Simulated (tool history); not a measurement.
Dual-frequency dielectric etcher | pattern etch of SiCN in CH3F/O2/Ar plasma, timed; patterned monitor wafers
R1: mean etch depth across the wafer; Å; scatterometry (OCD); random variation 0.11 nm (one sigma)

run 1 day=0.000 | source_power_(kW)=0.470 bias_power_(kW)=0.080 etch_time_(s)=54.5 | R1=228.79
run 2 day=0.233 | source_power_(kW)=0.450 bias_power_(kW)=0.079 etch_time_(s)=54.5 | R1=226.01
run 3 day=0.483 | source_power_(kW)=0.430 bias_power_(kW)=0.078 etch_time_(s)=54.5 | R1=219.72
run 4 day=0.800 | source_power_(kW)=0.430 bias_power_(kW)=0.084 etch_time_(s)=54.5 | R1=226.42
run 5 day=0.862 | source_power_(kW)=0.430 bias_power_(kW)=0.094 etch_time_(s)=54.5 | R1=233.42
run 6 day=0.892 | source_power_(kW)=0.410 bias_power_(kW)=0.092 etch_time_(s)=54.5 | R1=227.85
run 7 day=1.225 | source_power_(kW)=0.390 bias_power_(kW)=0.091 etch_time_(s)=54.5 | R1=222.09

Run 8 comes next. What will it give?
-- day=1.521 bias power generator calibrated
run 8 day=1.521 | source_power_(kW)=0.370 bias_power_(kW)=0.090 etch_time_(s)=54.5 | R1=?

R1: 212.44 Å
